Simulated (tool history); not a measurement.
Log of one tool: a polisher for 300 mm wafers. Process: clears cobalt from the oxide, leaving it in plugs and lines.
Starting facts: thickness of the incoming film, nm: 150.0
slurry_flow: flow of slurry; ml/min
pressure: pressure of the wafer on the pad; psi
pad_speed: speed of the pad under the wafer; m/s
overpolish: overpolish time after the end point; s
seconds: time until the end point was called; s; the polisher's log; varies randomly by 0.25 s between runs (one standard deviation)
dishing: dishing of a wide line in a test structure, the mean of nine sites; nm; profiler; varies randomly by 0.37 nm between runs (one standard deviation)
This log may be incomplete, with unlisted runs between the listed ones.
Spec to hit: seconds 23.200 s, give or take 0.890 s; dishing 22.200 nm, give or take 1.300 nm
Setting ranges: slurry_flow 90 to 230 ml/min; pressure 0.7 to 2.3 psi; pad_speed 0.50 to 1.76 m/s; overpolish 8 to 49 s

run,hour,slurry_flow,pressure,pad_speed,overpolish,seconds,dishing
1,0.0,150,1.5,1.12,25,29.765,26.708
2,0.6,150,1.5,1.12,17,30.283,25.202
3,5.2,150,1.2,1.12,17,34.749,25.118
4,8.6,150,1.6,1.12,17,28.715,25.035
5,16.7,180,1.6,1.12,17,28.215,25.198
6,24.5,195,1.6,1.12,17,28.316,24.875
7,31.6,205,1.7,1.12,15,26.856,25.226
8,35.8,200,1.7,1.14,13,26.261,24.642
9,37.7,210,1.7,1.16,12,25.839,24.826
10,42.3,215,1.8,1.16,11,24.648,23.406
11,47.6,215,1.8,1.16,10,24.958,23.602
12,50.2,210,1.9,1.14,9,24.364,22.874

5 candidate next runs follow, results not yet known. Just one meets every target within its allowed miss. Identify it.
A,52.8,210,2.3,1.02,8,?,?
B,52.8,175,2.2,0.96,11,?,?
C,52.8,170,2.2,1.22,8,?,?
D,52.8,225,1.7,1.12,11,?,?
E,52.8,220,1.7,1.08,12,?,?

move,seconds,dishing
A,23.208,22.563
B,25.787,24.022
C,21.120,23.213
D,26.562,23.860
E,27.461,24.190
A: each result inside its tolerance
B: misses by more than the last run did
C: pushes the last run's worst result past its target
D: misses by more than the last run did
E: misses by more than the last run did
Go with A: it meets all targets.
